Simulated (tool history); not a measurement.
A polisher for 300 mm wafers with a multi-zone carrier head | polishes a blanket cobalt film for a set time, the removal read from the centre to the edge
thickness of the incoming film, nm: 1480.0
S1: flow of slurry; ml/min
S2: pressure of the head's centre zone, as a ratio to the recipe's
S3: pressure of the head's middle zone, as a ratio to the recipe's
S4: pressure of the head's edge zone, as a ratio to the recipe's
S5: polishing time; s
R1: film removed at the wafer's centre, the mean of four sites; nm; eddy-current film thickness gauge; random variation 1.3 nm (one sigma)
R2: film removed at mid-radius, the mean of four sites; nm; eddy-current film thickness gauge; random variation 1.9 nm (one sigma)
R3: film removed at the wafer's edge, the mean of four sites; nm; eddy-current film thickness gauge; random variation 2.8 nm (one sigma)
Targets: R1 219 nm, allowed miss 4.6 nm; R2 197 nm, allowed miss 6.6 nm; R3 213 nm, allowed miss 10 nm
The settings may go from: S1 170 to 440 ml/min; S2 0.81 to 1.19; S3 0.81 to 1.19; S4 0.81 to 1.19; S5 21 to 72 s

run,day,S1,S2,S3,S4,S5,R1,R2,R3
1,0,280,1,1,1,46,168.15,169.63,170.95
2,0.162,280,1,1,1,52,190.88,191.98,196.42
3,0.421,285,1.01,1,1.01,52,193.57,189.42,196.83
4,0.692,290,1.02,1,1.02,52,194.99,194.01,191.36
5,0.792,290,1.02,1.04,1.02,52,195.78,192.49,191.61
6,0.854,290,1.02,1.04,1.07,52,195.09,196.1,199.33
7,1.108,295,1.03,1.03,1.08,52,197.4,190.37,197.19
8,1.25,295,1.03,1.03,1.09,52,196.71,193.72,201.9
9,1.483,300,1.04,1.03,1.1,52,199.44,196.24,205.75
10,1.708,300,1.04,1.03,1.1,52,197.52,191.7,196.73
11,1.754,295,1.04,1.03,1.1,52,199.08,192.22,199.77
12,1.958,300,1.04,1.03,1.11,52,200.35,195.63,197.6
13,1.996,295,1.04,1.02,1.11,52,200.94,190.18,205.81
14,2.167,300,1.04,1.02,1.11,52,200.62,190.59,199.39
15,2.279,285,1.06,1.02,1.13,54,209.4,200.91,213.4
16,2.333,290,1.06,1.02,1.13,54,212.33,199.6,208.48

Which of these 4 next moves meets every target?
A,2.388,260,1.11,1,1.18,54,?,?,?
B,2.388,315,1.09,1.01,1.19,51,?,?,?
C,2.388,285,1.15,1.19,0.98,51,?,?,?
D,2.388,305,1.01,1.07,1.08,54,?,?,?

move,R1,R2,R3
A,216.24,194.65,211.18
B,205.35,188.74,203.6
C,214.37,203.05,182.98
D,200.68,205.1,204.5
A: meets every target
B: further off than the last run
C: further off than the last run
D: further off than the last run
Answer: A

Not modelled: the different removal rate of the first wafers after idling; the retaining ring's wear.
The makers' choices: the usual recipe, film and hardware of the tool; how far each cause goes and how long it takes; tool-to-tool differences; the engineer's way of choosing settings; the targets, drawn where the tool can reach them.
